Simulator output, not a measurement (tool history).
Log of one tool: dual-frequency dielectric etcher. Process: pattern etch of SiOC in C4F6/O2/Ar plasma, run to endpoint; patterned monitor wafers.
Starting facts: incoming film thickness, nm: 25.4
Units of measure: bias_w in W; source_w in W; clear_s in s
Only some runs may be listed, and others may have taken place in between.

run	hour	bias_w	source_w	clear_s
1	0.0	475	460	7.9076
2	3.8	475	430	8.1297
3	10.1	475	510	7.6706
4	16.1	452	490	7.9959
5	22.2	521	490	7.4737
6	28.9	521	410	7.8128
7	30.4	426	310	9.2657

Expected results for the next run?
8	34.1	417	310	?

For run 8 the tool returned clear_s 9.4581 s.
